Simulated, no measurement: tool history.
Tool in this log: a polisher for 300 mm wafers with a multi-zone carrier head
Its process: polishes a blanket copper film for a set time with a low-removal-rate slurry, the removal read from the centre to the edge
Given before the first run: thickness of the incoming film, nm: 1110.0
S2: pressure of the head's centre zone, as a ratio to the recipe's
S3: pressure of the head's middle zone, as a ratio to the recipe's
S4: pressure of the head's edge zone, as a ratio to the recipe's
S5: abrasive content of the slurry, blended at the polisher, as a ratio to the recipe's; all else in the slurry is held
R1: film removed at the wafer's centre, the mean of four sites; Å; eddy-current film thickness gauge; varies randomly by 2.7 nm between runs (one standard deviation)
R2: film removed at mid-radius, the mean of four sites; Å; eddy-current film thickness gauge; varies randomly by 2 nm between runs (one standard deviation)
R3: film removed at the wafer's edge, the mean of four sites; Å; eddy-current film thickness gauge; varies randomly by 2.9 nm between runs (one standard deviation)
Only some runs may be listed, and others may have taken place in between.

Run 1, day 0.000: flow of slurry (ml/min) 190, S2 1.00, S3 1.00, S4 1.00, S5 1.00, polishing time (s) 77. Result: R1 3043.3 Å, R2 3145.1 Å, R3 2988.6 Å.
Run 2, day 0.104: flow of slurry (ml/min) 190, S2 1.00, S3 1.00, S4 1.00, S5 1.00, polishing time (s) 87. Result: R1 3460.7 Å, R2 3615.3 Å, R3 3394.0 Å.
Run 3, day 0.133: flow of slurry (ml/min) 170, S2 1.00, S3 1.00, S4 1.00, S5 1.00, polishing time (s) 87. Result: R1 3392.5 Å, R2 3527.5 Å, R3 3354.6 Å.
Run 4, day 0.433: flow of slurry (ml/min) 170, S2 1.00, S3 1.00, S4 1.00, S5 0.85, polishing time (s) 87. Result: R1 3307.8 Å, R2 3473.1 Å, R3 3234.6 Å.
Run 5, day 0.733: flow of slurry (ml/min) 170, S2 1.00, S3 1.00, S4 1.00, S5 0.65, polishing time (s) 87. Result: R1 3144.2 Å, R2 3317.4 Å, R3 3099.7 Å.
Run 6, day 1.050: flow of slurry (ml/min) 170, S2 1.00, S3 1.00, S4 1.06, S5 0.65, polishing time (s) 87. Result: R1 3128.9 Å, R2 3227.3 Å, R3 3193.1 Å.

Expected results for the next run?
Run 7, day 1.179: flow of slurry (ml/min) 165, S2 0.99, S3 0.96, S4 1.05, S5 0.60, polishing time (s) 86. Result: R1 ?, R2 ?, R3 ?.

Run 7 yielded R1 3012.0 Å, R2 3106.6 Å, R3 3091.3 Å.
